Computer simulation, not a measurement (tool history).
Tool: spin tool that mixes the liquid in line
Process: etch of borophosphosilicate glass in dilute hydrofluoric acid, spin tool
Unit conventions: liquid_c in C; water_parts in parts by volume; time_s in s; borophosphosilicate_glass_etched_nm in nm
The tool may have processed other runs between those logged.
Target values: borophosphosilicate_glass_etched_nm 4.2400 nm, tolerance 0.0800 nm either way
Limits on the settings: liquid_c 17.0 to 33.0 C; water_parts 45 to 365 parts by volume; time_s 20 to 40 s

| run | day | liquid_c | water_parts | time_s | borophosphosilicate_glass_etched_nm |
|---|---|---|---|---|---|
| 1 | 0.000 | 25.0 | 205 | 40 | 5.9250 |
| 2 | 0.342 | 25.0 | 150 | 40 | 8.5428 |
| 3 | 0.688 | 28.5 | 150 | 40 | 9.8520 |
| 4 | 0.871 | 26.0 | 160 | 40 | 8.2519 |
| 5 | 1.196 | 26.0 | 160 | 40 | 8.2093 |
| 6 | 1.275 | 24.0 | 170 | 40 | 7.1366 |
| 7 | 1.454 | 22.5 | 180 | 40 | 6.3413 |
| 8 | 1.592 | 21.5 | 185 | 40 | 5.8723 |
|  | 1.929 | hydrofluoric acid flow meter replaced |
| 9 | 1.929 | 20.5 | 190 | 40 | 5.1540 |
| 10 | 2.200 | 20.0 | 190 | 40 | 5.0542 |

Which single option among these 4 for the next run brings every result within its allowed miss of target? Just one does.
| A | 2.471 | 19.5 | 180 | 40 | ? |
| B | 2.471 | 21.5 | 185 | 40 | ? |
| C | 2.471 | 21.5 | 230 | 40 | ? |
| D | 2.471 | 17.0 | 105 | 20 | ? |

| move | borophosphosilicate_glass_etched_nm |
|---|---|
| A | 5.2878 |
| B | 5.5321 |
| C | 4.2523 |
| D | 4.4163 |
A: further off than the last run
B: further off than the last run
C: every result within its allowed miss
D: closes in on the targets versus the last run, not all within tolerance yet
Go with C: it meets all targets.

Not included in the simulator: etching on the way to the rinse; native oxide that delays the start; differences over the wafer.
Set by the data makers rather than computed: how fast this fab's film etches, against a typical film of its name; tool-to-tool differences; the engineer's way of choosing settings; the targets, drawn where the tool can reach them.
